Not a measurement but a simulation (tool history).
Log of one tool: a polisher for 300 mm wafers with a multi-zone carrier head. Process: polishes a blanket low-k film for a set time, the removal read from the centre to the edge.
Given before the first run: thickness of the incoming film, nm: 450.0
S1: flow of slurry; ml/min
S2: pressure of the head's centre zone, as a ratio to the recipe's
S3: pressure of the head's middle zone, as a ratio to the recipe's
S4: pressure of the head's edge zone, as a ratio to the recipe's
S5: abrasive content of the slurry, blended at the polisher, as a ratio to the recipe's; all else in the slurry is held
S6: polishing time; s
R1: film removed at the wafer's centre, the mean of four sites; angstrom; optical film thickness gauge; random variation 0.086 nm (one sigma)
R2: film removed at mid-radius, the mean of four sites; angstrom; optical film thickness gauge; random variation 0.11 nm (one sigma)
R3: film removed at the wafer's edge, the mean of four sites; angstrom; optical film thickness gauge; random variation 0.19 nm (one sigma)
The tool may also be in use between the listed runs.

| run | hour | S1 | S2 | S3 | S4 | S5 | S6 | R1 | R2 | R3 |
|---|---|---|---|---|---|---|---|---|---|---|
| 1 | 0.0 | 285 | 1.00 | 1.00 | 1.00 | 1.00 | 35 | 89.363 | 88.433 | 93.362 |
| 2 | 6.0 | 285 | 1.00 | 1.05 | 1.00 | 1.00 | 35 | 89.878 | 89.963 | 91.332 |
| 3 | 9.0 | 285 | 0.99 | 1.05 | 1.03 | 1.10 | 36 | 95.169 | 98.138 | 98.998 |
| 4 | 17.8 | 285 | 0.91 | 1.05 | 1.03 | 1.10 | 36 | 89.371 | 97.462 | 101.570 |
| 5 | 26.7 | 290 | 0.91 | 1.04 | 1.05 | 1.20 | 37 | 95.988 | 103.460 | 105.180 |
| 6 | 33.7 | 270 | 0.89 | 1.02 | 1.07 | 1.25 | 38 | 96.234 | 103.740 | 112.860 |
| 7 | 37.0 | 260 | 0.90 | 1.03 | 1.09 | 1.30 | 39 | 101.520 | 111.410 | 118.810 |
| 8 | 41.7 | 255 | 0.91 | 1.03 | 1.11 | 1.35 | 39 | 104.030 | 110.410 | 119.540 |
| 9 | 45.9 | 265 | 0.90 | 1.03 | 1.12 | 1.40 | 40 | 106.920 | 118.150 | 125.550 |

What will run 10 give?
| 10 | 51.4 | 265 | 0.91 | 1.03 | 1.13 | 1.40 | 40 | ? | ? | ? |

R1: 108.650 angstrom
R2: 115.970 angstrom
R3: 122.310 angstrom

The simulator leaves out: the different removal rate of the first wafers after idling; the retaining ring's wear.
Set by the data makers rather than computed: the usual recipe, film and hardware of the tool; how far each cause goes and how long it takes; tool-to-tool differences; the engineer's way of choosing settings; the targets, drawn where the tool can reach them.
